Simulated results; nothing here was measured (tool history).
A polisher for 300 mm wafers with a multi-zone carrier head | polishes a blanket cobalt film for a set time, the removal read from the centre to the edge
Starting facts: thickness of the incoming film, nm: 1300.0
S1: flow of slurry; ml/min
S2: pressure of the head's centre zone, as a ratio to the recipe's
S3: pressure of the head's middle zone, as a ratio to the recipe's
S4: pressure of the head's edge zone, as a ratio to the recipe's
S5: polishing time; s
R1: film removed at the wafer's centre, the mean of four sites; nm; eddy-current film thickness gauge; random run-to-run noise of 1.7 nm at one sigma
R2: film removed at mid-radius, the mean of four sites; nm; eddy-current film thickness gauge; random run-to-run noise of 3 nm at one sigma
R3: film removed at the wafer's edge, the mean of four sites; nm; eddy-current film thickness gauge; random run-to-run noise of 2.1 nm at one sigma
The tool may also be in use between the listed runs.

run	hour	S1	S2	S3	S4	S5	R1	R2	R3
1	0.0	195	1.00	1.00	1.00	48	185.84	186.75	186.98
2	0.7	245	1.00	1.00	1.00	48	197.11	196.24	195.75
3	3.9	245	1.04	1.00	1.00	48	201.31	196.83	195.67
4	9.6	270	1.04	1.00	1.00	48	205.96	200.91	199.32
5	14.4	275	1.04	1.02	1.04	49	210.25	207.64	202.55
6	15.1	275	1.02	1.01	1.05	51	212.87	209.19	213.11

Estimate the outcome of run 7 from the log above:
7	18.9	280	1.01	1.02	1.06	52	?	?	?

{"run 7": {"R1": 219.53, "R2": 217.5, "R3": 219.81}}
